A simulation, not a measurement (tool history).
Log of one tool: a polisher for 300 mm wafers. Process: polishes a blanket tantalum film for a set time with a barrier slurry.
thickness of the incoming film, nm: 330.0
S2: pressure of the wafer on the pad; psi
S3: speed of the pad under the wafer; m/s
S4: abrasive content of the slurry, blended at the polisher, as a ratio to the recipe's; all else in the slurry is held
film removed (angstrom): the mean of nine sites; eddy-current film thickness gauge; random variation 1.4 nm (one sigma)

{"run": 1, "day": 0.0, "flow of slurry (ml/min)": 195, "S2": 1.9, "S3": 1.12, "S4": 1, "polishing time (s)": 50, "film removed (angstrom)": 949.67}
{"run": 2, "day": 0.104, "flow of slurry (ml/min)": 195, "S2": 2, "S3": 1.12, "S4": 1, "polishing time (s)": 50, "film removed (angstrom)": 979.69}
{"run": 3, "day": 0.225, "flow of slurry (ml/min)": 195, "S2": 2, "S3": 1.12, "S4": 0.8, "polishing time (s)": 50, "film removed (angstrom)": 883.85}
{"run": 4, "day": 0.45, "flow of slurry (ml/min)": 195, "S2": 2, "S3": 1.12, "S4": 1, "polishing time (s)": 50, "film removed (angstrom)": 1000.5}
{"run": 5, "day": 0.538, "flow of slurry (ml/min)": 195, "S2": 2.1, "S3": 1.12, "S4": 1, "polishing time (s)": 50, "film removed (angstrom)": 1049.5}
{"run": 6, "day": 0.733, "flow of slurry (ml/min)": 195, "S2": 2.2, "S3": 1.12, "S4": 1, "polishing time (s)": 50, "film removed (angstrom)": 1088.2}

Run 7 comes next. What will it give?
{"run": 7, "day": 1.042, "flow of slurry (ml/min)": 195, "S2": 2.3, "S3": 1.12, "S4": 1, "polishing time (s)": 50, "film removed (angstrom)": "?"}

Run 7 gave film removed (angstrom) 1119.8.
